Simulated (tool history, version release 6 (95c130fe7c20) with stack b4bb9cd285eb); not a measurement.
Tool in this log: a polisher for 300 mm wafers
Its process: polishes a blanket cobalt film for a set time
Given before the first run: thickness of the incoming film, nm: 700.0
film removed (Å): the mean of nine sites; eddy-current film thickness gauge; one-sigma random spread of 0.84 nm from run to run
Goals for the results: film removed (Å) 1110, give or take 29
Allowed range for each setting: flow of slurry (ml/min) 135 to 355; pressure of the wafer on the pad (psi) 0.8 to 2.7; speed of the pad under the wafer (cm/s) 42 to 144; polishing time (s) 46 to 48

run  hour  flow of slurry (ml/min)  pressure of the wafer on the pad (psi)  speed of the pad under the wafer (cm/s)  polishing time (s)  film removed (Å)
  1     0                      225                                     1.7                                       92                  46            1422.1
  2   5.6                      220                                     1.6                                       92                  46            1320.4
  3  14.3                      220                                     1.6                                      114                  46            1640.1
  4  14.9                      240                                     1.6                                      114                  46              1653
  5  22.4                      240                                     1.5                                      114                  46            1531.4
  6  26.2                      240                                     1.5                                      114                  46            1536.4
  7  29.6                      240                                     1.4                                      114                  46            1455.2
  8  30.8                      240                                     1.3                                      114                  46              1359
  9  39.3                      240                                     1.2                                      114                  46            1247.4
 10  47.9                      240                                     1.2                                      114                  46            1239.4
 11  54.1                      235                                     1.2                                      114                  46            1254.3
     58.7  -- worn pad replaced by a new one
 12  58.7                      235                                     1.1                                      114                  46            1216.5
 13  67.2                      210                                     0.9                                      114                  46            986.74
 14    74                      275                                     0.9                                      114                  46            1011.2

Consider the 4 candidate settings below. Which is the only one whose results all fall within their allowed miss of target?
  A  80.8                      270                                       1                                      104                  46                 ?
  B  80.8                      310                                     0.9                                      110                  48                 ?
  C  80.8                      270                                     0.8                                      110                  47                 ?
  D  80.8                      320                                     0.9                                      122                  46                 ?

move  film removed (Å)
   A            1028.8
   B            1038.7
   C            899.21
   D            1104.1
A: nearer the targets than the last run, but a result is still out of spec
B: nearer the targets than the last run, but a result is still out of spec
C: its largest miss is bigger than the last run's
D: each result inside its tolerance
Correct choice: D, which meets every target

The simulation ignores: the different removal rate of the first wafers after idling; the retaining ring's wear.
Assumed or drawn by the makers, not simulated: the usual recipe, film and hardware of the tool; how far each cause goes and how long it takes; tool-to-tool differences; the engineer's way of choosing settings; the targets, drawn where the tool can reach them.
